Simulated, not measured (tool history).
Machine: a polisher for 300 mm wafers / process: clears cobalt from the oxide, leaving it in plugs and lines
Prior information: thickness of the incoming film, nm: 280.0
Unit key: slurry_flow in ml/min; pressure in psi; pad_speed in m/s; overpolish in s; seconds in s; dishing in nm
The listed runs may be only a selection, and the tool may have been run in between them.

run  hour  slurry_flow  pressure  pad_speed  overpolish  seconds  dishing
  1   0.0          150       1.8       0.78          28   64.244   67.346
  2   2.5          150       1.7       0.76          26   68.091   63.086
  3   6.2          120       1.7       0.76          26   70.440   60.924
  4  10.9          120       1.7       0.86          26   64.805   66.479
  5  12.1          100       1.7       0.86          26   64.809   64.227
  6  15.1          100       1.6       0.82          24   75.031   56.039
  7  22.7          100       1.5       0.82          23   78.878   53.405

Expected results for the next run?
  8  29.7          100       1.4       0.80          22        ?        ?

{"run 8": {"seconds": 86.672, "dishing": 50.376}}

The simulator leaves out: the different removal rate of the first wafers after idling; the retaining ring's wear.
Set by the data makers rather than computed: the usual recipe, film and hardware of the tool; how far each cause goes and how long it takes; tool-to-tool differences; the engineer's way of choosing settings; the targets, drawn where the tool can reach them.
